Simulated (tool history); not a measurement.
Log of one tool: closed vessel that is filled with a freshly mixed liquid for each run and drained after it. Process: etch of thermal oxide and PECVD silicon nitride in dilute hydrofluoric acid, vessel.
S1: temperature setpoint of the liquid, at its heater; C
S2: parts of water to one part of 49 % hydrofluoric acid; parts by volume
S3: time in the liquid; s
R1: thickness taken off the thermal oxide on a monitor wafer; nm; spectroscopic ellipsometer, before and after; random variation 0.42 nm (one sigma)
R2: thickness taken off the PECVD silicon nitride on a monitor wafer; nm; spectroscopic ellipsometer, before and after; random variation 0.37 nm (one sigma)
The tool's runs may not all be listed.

run	day	S1	S2	S3	R1	R2
1	0	26	155	1130	33.577	27.006
2	0.304	26	195	1130	25.1	21.427
3	0.371	25.5	140	1060	34.375	26.333
4	0.421	25.5	140	885	28.692	22.083
5	0.588	25.5	100	865	41.35	30.789
6	0.792	25	75	825	53.466	37.688

Forecast run 7:
7	0.983	24.5	65	815	?	?

{"run 7": {"R1": 60.945, "R2": 41.151}}
